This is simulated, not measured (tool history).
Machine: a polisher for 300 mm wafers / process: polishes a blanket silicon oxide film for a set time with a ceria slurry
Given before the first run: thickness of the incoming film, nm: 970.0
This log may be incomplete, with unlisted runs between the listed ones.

run  hour  flow of slurry (ml/min)  pressure of the wafer on the pad (psi)  speed of the pad under the wafer (cm/s)  polishing time (s)  film removed (Å)
  1   0.0                      320                                     4.0                                       86                  25            1119.5
  2   6.5                      320                                     4.0                                       76                  25            1031.3
  3  14.6                      320                                     4.3                                       76                  25            1092.9
  4  22.5                      320                                     4.3                                       90                  25            1264.7
  5  25.1                      320                                     4.5                                       90                  25            1295.9
  6  27.4                      320                                     4.7                                       90                  25            1376.3
  7  31.8                      320                                     4.7                                       90                  25            1360.9
  8  32.7                      320                                     4.9                                       90                  25            1437.8

For run 9, what comes out?
  9  40.8                      320                                     5.0                                       90                  25                 ?

film removed (Å): 1439.0
